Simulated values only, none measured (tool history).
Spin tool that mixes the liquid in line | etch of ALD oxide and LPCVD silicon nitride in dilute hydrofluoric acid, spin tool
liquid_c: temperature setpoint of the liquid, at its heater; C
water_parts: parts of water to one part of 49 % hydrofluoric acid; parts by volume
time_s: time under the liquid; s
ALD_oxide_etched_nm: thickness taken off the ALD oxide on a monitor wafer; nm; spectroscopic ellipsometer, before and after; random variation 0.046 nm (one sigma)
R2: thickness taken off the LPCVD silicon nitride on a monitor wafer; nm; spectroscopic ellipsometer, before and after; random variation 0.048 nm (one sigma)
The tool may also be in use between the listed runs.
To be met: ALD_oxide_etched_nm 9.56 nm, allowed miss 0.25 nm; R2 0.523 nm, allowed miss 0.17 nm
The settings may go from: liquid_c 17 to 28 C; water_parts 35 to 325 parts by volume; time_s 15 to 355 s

run 1 hour=0 | liquid_c=20 water_parts=180 time_s=180 | ALD_oxide_etched_nm=8.3766 R2=0.39357
run 2 hour=5.8 | liquid_c=20 water_parts=180 time_s=235 | ALD_oxide_etched_nm=10.863 R2=0.47473
run 3 hour=9.2 | liquid_c=20 water_parts=180 time_s=295 | ALD_oxide_etched_nm=13.576 R2=0.70953
run 4 hour=12.2 | liquid_c=19 water_parts=190 time_s=295 | ALD_oxide_etched_nm=12.29 R2=0.52686
run 5 hour=16.8 | liquid_c=19 water_parts=190 time_s=240 | ALD_oxide_etched_nm=10.093 R2=0.52759
run 6 hour=21.8 | liquid_c=19 water_parts=190 time_s=170 | ALD_oxide_etched_nm=7.1143 R2=0.35074
run 7 hour=28.4 | liquid_c=21 water_parts=190 time_s=170 | ALD_oxide_etched_nm=7.6611 R2=0.39479
run 8 hour=30.3 | liquid_c=22.5 water_parts=190 time_s=170 | ALD_oxide_etched_nm=8.0882 R2=0.42723

Which of these 5 next moves meets every target?
run A hour=32.2 | liquid_c=27.5 water_parts=285 time_s=215 | ALD_oxide_etched_nm=? R2=?
run B hour=32.2 | liquid_c=19.5 water_parts=115 time_s=135 | ALD_oxide_etched_nm=? R2=?
run C hour=32.2 | liquid_c=21.5 water_parts=225 time_s=235 | ALD_oxide_etched_nm=? R2=?
run D hour=32.2 | liquid_c=19 water_parts=160 time_s=170 | ALD_oxide_etched_nm=? R2=?
run E hour=32.2 | liquid_c=22 water_parts=210 time_s=230 | ALD_oxide_etched_nm=? R2=?

move=A ALD_oxide_etched_nm=7.3463 R2=0.45895
move=B ALD_oxide_etched_nm=10.177 R2=0.42439
move=C ALD_oxide_etched_nm=8.7426 R2=0.43815
move=D ALD_oxide_etched_nm=8.6138 R2=0.37478
move=E ALD_oxide_etched_nm=9.4828 R2=0.47375
A: further off than the last run
B: takes the result that was furthest off past its target
C: nearer than the last run, and not there yet
D: nearer than the last run, and not there yet
E: meets every target
Move E is the one to make.
